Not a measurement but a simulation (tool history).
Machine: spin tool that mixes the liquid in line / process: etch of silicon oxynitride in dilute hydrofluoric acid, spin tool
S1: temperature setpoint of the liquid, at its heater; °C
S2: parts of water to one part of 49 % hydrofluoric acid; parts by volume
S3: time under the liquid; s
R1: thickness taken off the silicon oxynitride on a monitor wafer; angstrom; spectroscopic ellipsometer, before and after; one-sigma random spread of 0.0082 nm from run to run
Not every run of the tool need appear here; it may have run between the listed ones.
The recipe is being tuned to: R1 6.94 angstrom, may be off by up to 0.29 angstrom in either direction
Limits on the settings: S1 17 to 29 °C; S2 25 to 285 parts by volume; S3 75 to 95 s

run  hour    S1   S2  S3      R1
  1     0    21  155  95  11.465
  2   6.2  22.5  155  95  12.535
  3    11  22.5  110  95  18.119
  4  18.5  22.5  140  95  13.882
  5  26.9  22.5  120  95  16.724
  6  33.2  24.5  120  95  17.806
  7  35.7    23  140  95  13.881
     43.9  -- thermometer replaced
  8  43.9    22  155  95  10.878

Which one of the following 5 next-run settings gets every result inside its allowed miss? There is exactly one.
  A  52.1  19.5  145  95   ?
  B  52.1  18.5  140  75   ?
  C  52.1  22.5   80  95   ?
  D  52.1    23   85  95   ?
  E  52.1    25  205  75   ?

move      R1
   A  10.355
   B  8.0948
   C  22.757
   D  21.853
   E    7.13
A: better than the last run, though not everything is in spec
B: better than the last run, though not everything is in spec
C: moves away from the targets compared with the last run
D: moves away from the targets compared with the last run
E: each result inside its tolerance
The right move is E.

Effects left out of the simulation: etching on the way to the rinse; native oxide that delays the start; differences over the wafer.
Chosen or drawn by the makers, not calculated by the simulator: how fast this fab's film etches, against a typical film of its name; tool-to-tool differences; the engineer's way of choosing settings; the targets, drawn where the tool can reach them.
